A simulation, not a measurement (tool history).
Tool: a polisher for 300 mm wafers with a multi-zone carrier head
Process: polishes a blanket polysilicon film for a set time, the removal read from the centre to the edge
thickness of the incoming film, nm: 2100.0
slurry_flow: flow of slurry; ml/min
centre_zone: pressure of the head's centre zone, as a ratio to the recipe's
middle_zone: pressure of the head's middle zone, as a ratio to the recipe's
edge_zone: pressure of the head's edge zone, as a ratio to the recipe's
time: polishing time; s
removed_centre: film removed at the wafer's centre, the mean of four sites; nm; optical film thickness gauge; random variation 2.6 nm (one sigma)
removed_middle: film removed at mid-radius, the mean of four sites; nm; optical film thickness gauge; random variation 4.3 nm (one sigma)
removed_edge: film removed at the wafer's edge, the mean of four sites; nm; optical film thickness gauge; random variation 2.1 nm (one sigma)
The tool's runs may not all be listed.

run  hour  slurry_flow  centre_zone  middle_zone  edge_zone  time  removed_centre  removed_middle  removed_edge
  1     0          300            1            1          1    38          300.64          301.17        292.39
  2   1.1          300            1            1          1    33          262.28          265.51        254.09
  3   4.4          300            1            1          1    38          304.12          297.95        292.55
  4  12.1          310            1         1.03       1.04    39          311.75          319.95        306.75
  5  16.3          310            1         0.99       1.04    39          314.28          311.79        308.36
  6  20.7          310            1         0.95       1.04    39          308.48          301.94        306.13

Forecast run 7:
  7  28.9          320            1         0.98       1.07    39               ?               ?             ?

Run 7 gave removed_centre 314.54 nm, removed_middle 302.76 nm, removed_edge 310.94 nm.

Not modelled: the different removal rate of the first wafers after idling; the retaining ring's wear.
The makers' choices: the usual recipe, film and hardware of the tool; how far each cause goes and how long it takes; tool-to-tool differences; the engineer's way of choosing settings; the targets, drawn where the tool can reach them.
